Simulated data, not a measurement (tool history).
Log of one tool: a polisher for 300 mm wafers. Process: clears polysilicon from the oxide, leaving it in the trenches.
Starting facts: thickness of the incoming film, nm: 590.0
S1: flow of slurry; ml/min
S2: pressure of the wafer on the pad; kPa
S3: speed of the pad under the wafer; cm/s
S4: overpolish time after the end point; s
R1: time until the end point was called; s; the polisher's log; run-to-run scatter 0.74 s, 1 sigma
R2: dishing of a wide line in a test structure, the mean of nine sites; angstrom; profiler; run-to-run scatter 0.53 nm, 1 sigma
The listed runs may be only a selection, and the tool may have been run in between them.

| run | hour | S1 | S2 | S3 | S4 | R1 | R2 |
|---|---|---|---|---|---|---|---|
| 1 | 0.0 | 165 | 22.1 | 92 | 14 | 38.047 | 330.80 |
| 2 | 4.3 | 160 | 18.6 | 88 | 11 | 44.711 | 332.95 |
| 3 | 6.5 | 170 | 16.5 | 80 | 11 | 51.993 | 317.22 |
| 4 | 8.7 | 170 | 16.5 | 100 | 11 | 42.371 | 327.08 |
| 5 | 12.0 | 195 | 14.5 | 88 | 13 | 50.406 | 334.35 |
| 6 | 16.0 | 195 | 14.5 | 68 | 13 | 64.873 | 327.93 |

Run 7 is up next; what results do you expect?
| 7 | 20.2 | 170 | 13.8 | 66 | 11 | ? | ? |

{"run 7": {"R1": 70.384, "R2": 299.64}}
